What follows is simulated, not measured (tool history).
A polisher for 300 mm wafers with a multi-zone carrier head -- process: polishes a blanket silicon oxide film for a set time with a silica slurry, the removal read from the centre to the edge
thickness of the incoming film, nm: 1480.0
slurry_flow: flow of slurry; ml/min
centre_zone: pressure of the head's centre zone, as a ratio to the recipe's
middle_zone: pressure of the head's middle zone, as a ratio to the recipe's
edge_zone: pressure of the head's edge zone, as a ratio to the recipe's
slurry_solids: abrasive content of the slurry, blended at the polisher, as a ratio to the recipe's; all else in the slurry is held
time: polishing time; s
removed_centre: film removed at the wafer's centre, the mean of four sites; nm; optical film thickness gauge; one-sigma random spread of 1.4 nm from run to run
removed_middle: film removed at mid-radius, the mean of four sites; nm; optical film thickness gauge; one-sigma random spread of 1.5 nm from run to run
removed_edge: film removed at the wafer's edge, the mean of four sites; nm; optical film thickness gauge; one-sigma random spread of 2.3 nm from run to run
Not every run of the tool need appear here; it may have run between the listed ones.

run,hour,slurry_flow,centre_zone,middle_zone,edge_zone,slurry_solids,time,removed_centre,removed_middle,removed_edge
1,0.0,255,1.00,1.00,1.00,1.0,76,211.30,216.56,220.17
2,8.7,255,1.00,1.00,1.00,1.0,65,180.66,183.63,184.62
3,10.0,315,1.00,1.00,1.00,1.0,65,183.36,189.93,191.94
4,11.1,300,0.98,0.97,1.01,1.0,65,179.44,184.09,189.16
5,13.1,290,0.97,0.94,1.04,1.0,65,177.89,178.26,189.17
6,14.8,290,1.06,0.94,1.04,1.0,65,194.29,177.19,194.66
7,19.5,280,1.02,0.93,1.06,1.0,65,187.07,176.29,191.18
8,28.3,240,0.92,0.87,1.16,1.0,65,163.76,163.01,201.44

Estimate the outcome of run 9 from the log above:
9,32.7,255,0.93,0.88,1.13,1.0,65,?,?,?

Run 9 came out at removed_centre 170.00 nm, removed_middle 167.93 nm, removed_edge 203.51 nm.

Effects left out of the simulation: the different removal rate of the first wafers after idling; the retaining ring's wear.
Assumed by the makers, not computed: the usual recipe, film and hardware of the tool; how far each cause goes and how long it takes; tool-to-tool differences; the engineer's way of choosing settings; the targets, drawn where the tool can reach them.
